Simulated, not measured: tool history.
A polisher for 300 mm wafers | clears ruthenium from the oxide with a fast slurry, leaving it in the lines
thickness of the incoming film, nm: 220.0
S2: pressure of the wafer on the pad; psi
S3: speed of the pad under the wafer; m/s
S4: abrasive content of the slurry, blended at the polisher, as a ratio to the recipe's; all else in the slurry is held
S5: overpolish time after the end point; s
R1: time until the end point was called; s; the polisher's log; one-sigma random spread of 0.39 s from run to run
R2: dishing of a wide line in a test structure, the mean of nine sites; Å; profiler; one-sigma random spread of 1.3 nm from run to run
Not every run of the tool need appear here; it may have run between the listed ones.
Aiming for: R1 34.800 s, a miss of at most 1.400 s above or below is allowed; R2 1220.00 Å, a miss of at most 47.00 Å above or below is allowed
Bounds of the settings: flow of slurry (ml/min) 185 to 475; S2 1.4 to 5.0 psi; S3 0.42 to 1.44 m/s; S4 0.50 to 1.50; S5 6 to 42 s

Run 1, day 0.000: flow of slurry (ml/min) 305, S2 3.2 psi, S3 0.92 m/s, S4 1.00, S5 21 s. Result: R1 59.074 s, R2 620.70 Å.
Run 2, day 0.021: flow of slurry (ml/min) 305, S2 3.5 psi, S3 0.94 m/s, S4 1.00, S5 23 s. Result: R1 53.645 s, R2 723.53 Å.
Run 3, day 0.288: flow of slurry (ml/min) 305, S2 3.8 psi, S3 0.96 m/s, S4 1.00, S5 24 s. Result: R1 48.272 s, R2 772.25 Å.
Run 4, day 0.542: flow of slurry (ml/min) 305, S2 4.0 psi, S3 0.98 m/s, S4 1.00, S5 26 s. Result: R1 45.378 s, R2 864.25 Å.
Run 5, day 0.829: flow of slurry (ml/min) 230, S2 4.0 psi, S3 0.98 m/s, S4 1.00, S5 26 s. Result: R1 46.462 s, R2 837.65 Å.
Run 6, day 1.012: flow of slurry (ml/min) 230, S2 4.0 psi, S3 0.98 m/s, S4 0.85, S5 26 s. Result: R1 50.124 s, R2 808.49 Å.
Run 7, day 1.092: flow of slurry (ml/min) 235, S2 4.2 psi, S3 1.00 m/s, S4 0.85, S5 27 s. Result: R1 45.711 s, R2 870.71 Å.
Run 8, day 1.200: flow of slurry (ml/min) 240, S2 4.4 psi, S3 1.00 m/s, S4 0.85, S5 28 s. Result: R1 42.809 s, R2 912.40 Å.
Run 9, day 1.362: flow of slurry (ml/min) 240, S2 4.5 psi, S3 1.02 m/s, S4 0.85, S5 29 s. Result: R1 42.250 s, R2 955.11 Å.
Run 10, day 1.546: flow of slurry (ml/min) 240, S2 4.6 psi, S3 1.04 m/s, S4 0.85, S5 30 s. Result: R1 40.483 s, R2 997.10 Å.
At day 1.838: slurry nozzle cleaned.
Run 11, day 1.838: flow of slurry (ml/min) 240, S2 4.7 psi, S3 1.06 m/s, S4 0.85, S5 31 s. Result: R1 35.869 s, R2 1077.30 Å.
Run 12, day 1.996: flow of slurry (ml/min) 240, S2 4.7 psi, S3 1.06 m/s, S4 0.85, S5 32 s. Result: R1 36.462 s, R2 1096.80 Å.
Run 13, day 2.267: flow of slurry (ml/min) 240, S2 4.7 psi, S3 1.06 m/s, S4 0.85, S5 33 s. Result: R1 35.967 s, R2 1129.30 Å.
Run 14, day 2.596: flow of slurry (ml/min) 240, S2 4.7 psi, S3 1.06 m/s, S4 0.85, S5 34 s. Result: R1 36.591 s, R2 1155.60 Å.
Run 15, day 2.796: flow of slurry (ml/min) 245, S2 4.8 psi, S3 1.06 m/s, S4 0.85, S5 35 s. Result: R1 36.269 s, R2 1160.60 Å.

Next run, 5 choices. One meets every target within its allowed miss, the rest don't. Which?
Run A, day 2.996: flow of slurry (ml/min) 320, S2 4.9 psi, S3 1.04 m/s, S4 0.80, S5 38 s. Result: R1 ?, R2 ?.
Run B, day 2.996: flow of slurry (ml/min) 245, S2 4.4 psi, S3 1.28 m/s, S4 0.65, S5 33 s. Result: R1 ?, R2 ?.
Run C, day 2.996: flow of slurry (ml/min) 195, S2 3.8 psi, S3 1.34 m/s, S4 0.85, S5 30 s. Result: R1 ?, R2 ?.
Run D, day 2.996: flow of slurry (ml/min) 240, S2 5.0 psi, S3 1.08 m/s, S4 0.75, S5 32 s. Result: R1 ?, R2 ?.
Run E, day 2.996: flow of slurry (ml/min) 250, S2 4.7 psi, S3 1.16 m/s, S4 0.55, S5 30 s. Result: R1 ?, R2 ?.

move      R1       R2
   A  34.666  1196.90
   B  34.612  1125.10
   C  36.177  1049.60
   D  34.511  1110.20
   E  37.580  1028.60
A: all results in spec
B: the biggest miss grows against the last run
C: the biggest miss grows against the last run
D: the biggest miss grows against the last run
E: the biggest miss grows against the last run
The move that meets every target is A.
